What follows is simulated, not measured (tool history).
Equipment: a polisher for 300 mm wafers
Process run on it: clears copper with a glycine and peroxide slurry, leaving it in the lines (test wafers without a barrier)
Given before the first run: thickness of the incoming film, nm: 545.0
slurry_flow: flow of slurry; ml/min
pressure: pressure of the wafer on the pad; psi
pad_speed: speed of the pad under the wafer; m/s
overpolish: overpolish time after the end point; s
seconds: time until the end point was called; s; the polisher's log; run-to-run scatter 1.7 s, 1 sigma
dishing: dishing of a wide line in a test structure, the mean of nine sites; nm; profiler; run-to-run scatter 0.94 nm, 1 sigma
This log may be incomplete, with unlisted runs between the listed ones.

Run 1, day 0.000: slurry_flow 170 ml/min, pressure 2.1 psi, pad_speed 1.08 m/s, overpolish 8 s. Result: seconds 95.376 s, dishing 36.693 nm.
Run 2, day 0.158: slurry_flow 170 ml/min, pressure 2.0 psi, pad_speed 1.08 m/s, overpolish 9 s. Result: seconds 99.466 s, dishing 40.780 nm.
Run 3, day 0.371: slurry_flow 170 ml/min, pressure 1.9 psi, pad_speed 1.08 m/s, overpolish 9 s. Result: seconds 102.730 s, dishing 38.061 nm.
Run 4, day 0.671: slurry_flow 170 ml/min, pressure 1.8 psi, pad_speed 1.08 m/s, overpolish 9 s. Result: seconds 109.950 s, dishing 37.371 nm.
Run 5, day 0.879: slurry_flow 170 ml/min, pressure 1.7 psi, pad_speed 1.08 m/s, overpolish 9 s. Result: seconds 111.580 s, dishing 35.706 nm.
Run 6, day 0.917: slurry_flow 145 ml/min, pressure 1.7 psi, pad_speed 1.08 m/s, overpolish 9 s. Result: seconds 118.090 s, dishing 36.032 nm.

Predict the results of run 7:
Run 7, day 1.242: slurry_flow 140 ml/min, pressure 1.7 psi, pad_speed 1.08 m/s, overpolish 9 s. Result: seconds ?, dishing ?.

{"run 7": {"seconds": 115.07, "dishing": 36.409}}

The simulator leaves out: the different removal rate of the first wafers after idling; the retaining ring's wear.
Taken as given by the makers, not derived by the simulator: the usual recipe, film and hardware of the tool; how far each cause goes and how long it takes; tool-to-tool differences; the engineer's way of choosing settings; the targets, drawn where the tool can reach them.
